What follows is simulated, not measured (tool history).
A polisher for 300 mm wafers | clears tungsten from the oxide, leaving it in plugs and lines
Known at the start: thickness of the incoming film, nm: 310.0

run  hour  flow of slurry (ml/min)  pressure of the wafer on the pad (kPa)  speed of the pad under the wafer (cm/s)  abrasive content of the slurry  overpolish time after the end point (s)  time until the end point was called (s)
  1     0                      230                                    25.5                                       94                               1                                       48                                   76.973
  2   1.8                      230                                    27.6                                       96                               1                                       48                                   70.201
  3   4.5                      230                                      29                                       98                               1                                       48                                   64.425
  4   7.7                      230                                    30.3                                       98                               1                                       48                                   61.475
  5  11.3                      230                                    30.3                                       98                               1                                       51                                   62.046
  6  19.1                      230                                    31.7                                      100                               1                                       51                                   57.064
  7  20.8                      230                                    33.1                                      100                               1                                       51                                    55.87
  8  27.8                      230                                    33.8                                      102                               1                                       51                                   53.622
  9  35.1                      230                                    34.5                                      104                               1                                       51                                   51.696
 10    41                      230                                    35.2                                      106                               1                                       51                                   49.268
 11  43.7                      230                                    35.9                                      108                               1                                       51                                    48.36

Run 12 comes next. What will it give?
 12  49.7                      230                                    36.5                                      110                               1                                       51                                        ?

{"run 12": {"time until the end point was called (s)": 45.733}}
